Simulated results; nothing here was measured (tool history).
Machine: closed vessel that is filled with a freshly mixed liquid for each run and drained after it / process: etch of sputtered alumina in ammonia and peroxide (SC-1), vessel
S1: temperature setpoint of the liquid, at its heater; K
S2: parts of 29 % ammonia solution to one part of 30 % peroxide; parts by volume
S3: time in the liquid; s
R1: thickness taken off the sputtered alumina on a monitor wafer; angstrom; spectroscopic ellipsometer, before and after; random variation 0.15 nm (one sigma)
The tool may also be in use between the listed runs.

| run | hour | S1 | S2 | S3 | R1 |
|---|---|---|---|---|---|
| 1 | 0 | 328.15 | 0.55 | 665 | 316.29 |
| 2 | 4.4 | 325.15 | 0.55 | 665 | 265.05 |
| 3 | 10.5 | 323.15 | 0.55 | 665 | 236.86 |
| 4 | 18.9 | 321.65 | 0.55 | 665 | 220.6 |
|  | 23.6 | new drum of ammonia solution connected |
| 5 | 23.6 | 316.15 | 0.55 | 665 | 160.98 |
| 6 | 29.3 | 312.15 | 0.55 | 665 | 125.73 |
| 7 | 31.8 | 318.65 | 0.55 | 665 | 187.84 |

Run 8 has not been measured yet. What should we expect?
| 8 | 37.7 | 318.15 | 0.55 | 665 | ? |

{"run 8": {"R1": 179.7}}
